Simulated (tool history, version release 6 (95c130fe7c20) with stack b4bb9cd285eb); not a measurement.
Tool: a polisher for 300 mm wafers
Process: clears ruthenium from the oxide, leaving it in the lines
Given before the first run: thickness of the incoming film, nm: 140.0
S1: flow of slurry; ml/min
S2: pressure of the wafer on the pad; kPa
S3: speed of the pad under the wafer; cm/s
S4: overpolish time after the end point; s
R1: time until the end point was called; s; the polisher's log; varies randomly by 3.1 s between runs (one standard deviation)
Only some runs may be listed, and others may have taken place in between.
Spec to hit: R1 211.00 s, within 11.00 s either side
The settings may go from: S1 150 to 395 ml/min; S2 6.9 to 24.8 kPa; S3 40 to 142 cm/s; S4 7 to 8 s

Run 1, hour 0.0: S1 250 ml/min, S2 15.9 kPa, S3 90 cm/s, S4 8 s. Result: R1 140.94 s.
Run 2, hour 1.6: S1 250 ml/min, S2 14.5 kPa, S3 90 cm/s, S4 8 s. Result: R1 158.24 s.
Run 3, hour 7.2: S1 250 ml/min, S2 14.5 kPa, S3 108 cm/s, S4 8 s. Result: R1 132.08 s.
Run 4, hour 15.7: S1 250 ml/min, S2 14.5 kPa, S3 130 cm/s, S4 8 s. Result: R1 109.43 s.
Run 5, hour 19.5: S1 250 ml/min, S2 11.0 kPa, S3 130 cm/s, S4 8 s. Result: R1 145.20 s.
Run 6, hour 23.3: S1 305 ml/min, S2 11.0 kPa, S3 130 cm/s, S4 8 s. Result: R1 146.23 s.
Run 7, hour 28.8: S1 305 ml/min, S2 10.3 kPa, S3 128 cm/s, S4 8 s. Result: R1 155.61 s.
Run 8, hour 29.7: S1 305 ml/min, S2 9.7 kPa, S3 126 cm/s, S4 8 s. Result: R1 160.59 s.
Run 9, hour 33.6: S1 305 ml/min, S2 9.0 kPa, S3 124 cm/s, S4 8 s. Result: R1 181.86 s.
Run 10, hour 38.9: S1 305 ml/min, S2 8.3 kPa, S3 124 cm/s, S4 8 s. Result: R1 191.85 s.

Which of these 5 next moves meets every target?
Run A, hour 44.2: S1 275 ml/min, S2 8.3 kPa, S3 126 cm/s, S4 7 s. Result: R1 ?.
Run B, hour 44.2: S1 265 ml/min, S2 8.3 kPa, S3 136 cm/s, S4 7 s. Result: R1 ?.
Run C, hour 44.2: S1 325 ml/min, S2 9.7 kPa, S3 118 cm/s, S4 7 s. Result: R1 ?.
Run D, hour 44.2: S1 305 ml/min, S2 8.3 kPa, S3 142 cm/s, S4 7 s. Result: R1 ?.
Run E, hour 44.2: S1 330 ml/min, S2 6.9 kPa, S3 134 cm/s, S4 7 s. Result: R1 ?.

move      R1
   A  190.90
   B  178.26
   C  172.71
   D  168.66
   E  210.02
A: no nearer and no further than the last run
B: misses by more than the last run did
C: misses by more than the last run did
D: misses by more than the last run did
E: meets every target
Correct choice: E, which meets every target
